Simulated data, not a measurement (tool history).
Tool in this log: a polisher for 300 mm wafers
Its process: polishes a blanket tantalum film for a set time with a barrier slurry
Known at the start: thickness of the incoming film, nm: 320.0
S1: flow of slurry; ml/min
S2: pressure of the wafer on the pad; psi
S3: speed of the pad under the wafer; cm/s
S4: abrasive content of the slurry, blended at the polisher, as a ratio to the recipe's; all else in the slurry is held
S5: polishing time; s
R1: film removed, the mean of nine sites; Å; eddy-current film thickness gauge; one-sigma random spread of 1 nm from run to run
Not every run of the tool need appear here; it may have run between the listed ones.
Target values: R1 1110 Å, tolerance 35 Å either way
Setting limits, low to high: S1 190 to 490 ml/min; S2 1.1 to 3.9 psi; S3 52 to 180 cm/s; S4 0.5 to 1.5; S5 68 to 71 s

{"run": 1, "day": 0.0, "S1": 315, "S2": 2.5, "S3": 116, "S4": 1, "S5": 68, "R1": 1811.8}
{"run": 2, "day": 0.258, "S1": 315, "S2": 2.5, "S3": 116, "S4": 0.9, "S5": 68, "R1": 1762.5}
{"run": 3, "day": 0.321, "S1": 315, "S2": 2.3, "S3": 116, "S4": 0.9, "S5": 68, "R1": 1611.1}
{"run": 4, "day": 0.579, "S1": 315, "S2": 2.3, "S3": 138, "S4": 0.9, "S5": 68, "R1": 1856.6}
{"run": 5, "day": 0.762, "S1": 315, "S2": 2.8, "S3": 138, "S4": 0.9, "S5": 68, "R1": 2216.5}
{"run": 6, "day": 0.908, "S1": 315, "S2": 2.5, "S3": 136, "S4": 0.9, "S5": 68, "R1": 2012.4}
{"run": 7, "day": 0.979, "S1": 315, "S2": 2.3, "S3": 134, "S4": 0.9, "S5": 68, "R1": 1812.5}
{"run": 8, "day": 1.042, "S1": 315, "S2": 2.1, "S3": 134, "S4": 0.9, "S5": 68, "R1": 1661.9}
{"run": 9, "day": 1.192, "S1": 315, "S2": 1.9, "S3": 134, "S4": 0.9, "S5": 68, "R1": 1511.5}
{"run": 10, "day": 1.262, "S1": 315, "S2": 1.8, "S3": 134, "S4": 0.9, "S5": 68, "R1": 1430.9}
{"run": 11, "day": 1.467, "S1": 315, "S2": 1.7, "S3": 134, "S4": 0.9, "S5": 68, "R1": 1339.8}
{"run": 12, "day": 1.712, "S1": 315, "S2": 1.2, "S3": 134, "S4": 0.9, "S5": 68, "R1": 973.94}
{"run": 13, "day": 1.875, "S1": 315, "S2": 1.3, "S3": 134, "S4": 0.9, "S5": 68, "R1": 1056.9}

Which single option among these 4 for the next run brings every result within its allowed miss of target? Just one does.
{"run": "A", "day": 2.038, "S1": 285, "S2": 1.3, "S3": 118, "S4": 1.15, "S5": 69, "R1": "?"}
{"run": "B", "day": 2.038, "S1": 335, "S2": 1.6, "S3": 164, "S4": 0.55, "S5": 70, "R1": "?"}
{"run": "C", "day": 2.038, "S1": 385, "S2": 1.1, "S3": 132, "S4": 1.25, "S5": 68, "R1": "?"}
{"run": "D", "day": 2.038, "S1": 350, "S2": 1.5, "S3": 96, "S4": 1, "S5": 71, "R1": "?"}

move=A R1=1041.6
move=B R1=1108.2
move=C R1=1010.3
move=D R1=997.76
A: further off than the last run
B: in spec on every target
C: further off than the last run
D: further off than the last run
Answer: B
